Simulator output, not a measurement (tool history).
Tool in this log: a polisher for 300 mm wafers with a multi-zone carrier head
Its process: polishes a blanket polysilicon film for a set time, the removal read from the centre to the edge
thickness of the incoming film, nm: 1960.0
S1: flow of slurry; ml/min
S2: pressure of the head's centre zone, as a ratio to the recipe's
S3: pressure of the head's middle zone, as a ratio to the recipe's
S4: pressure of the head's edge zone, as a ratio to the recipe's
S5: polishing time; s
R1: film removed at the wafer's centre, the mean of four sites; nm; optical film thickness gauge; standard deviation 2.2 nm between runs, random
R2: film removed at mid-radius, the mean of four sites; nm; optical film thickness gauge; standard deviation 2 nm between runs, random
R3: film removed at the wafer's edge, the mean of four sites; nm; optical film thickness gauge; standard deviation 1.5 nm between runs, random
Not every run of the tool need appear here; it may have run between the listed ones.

Run 1, hour 0: S1 155 ml/min, S2 1, S3 1, S4 1, S5 39 s. Result: R1 375.34 nm, R2 390.6 nm, R3 369.88 nm.
Run 2, hour 7.9: S1 155 ml/min, S2 1.05, S3 1, S4 1, S5 39 s. Result: R1 398.17 nm, R2 388.1 nm, R3 369.85 nm.
Run 3, hour 9.8: S1 150 ml/min, S2 1.04, S3 0.98, S4 0.98, S5 35 s. Result: R1 349.4 nm, R2 341.46 nm, R3 323.48 nm.
Run 4, hour 18.5: S1 150 ml/min, S2 1.07, S3 0.98, S4 0.98, S5 35 s. Result: R1 361.1 nm, R2 338.16 nm, R3 325.35 nm.
Run 5, hour 25.8: S1 145 ml/min, S2 1.05, S3 0.95, S4 0.96, S5 32 s. Result: R1 313.47 nm, R2 304.34 nm, R3 293.26 nm.
Run 6, hour 28.3: S1 145 ml/min, S2 1.05, S3 0.95, S4 0.96, S5 25 s. Result: R1 247.99 nm, R2 235.35 nm, R3 228.96 nm.
Run 7, hour 32.7: S1 140 ml/min, S2 1.04, S3 0.93, S4 0.95, S5 25 s. Result: R1 243.89 nm, R2 228.37 nm, R3 230.18 nm.
Run 8, hour 40.4: S1 135 ml/min, S2 1.03, S3 0.92, S4 0.93, S5 25 s. Result: R1 240.93 nm, R2 227.26 nm, R3 224.27 nm.

For run 9, what comes out?
Run 9, hour 47.8: S1 130 ml/min, S2 1.02, S3 0.91, S4 0.92, S5 25 s. Result: R1 ?, R2 ?, R3 ?.

R1: 243.27 nm
R2: 224.53 nm
R3: 222.8 nm
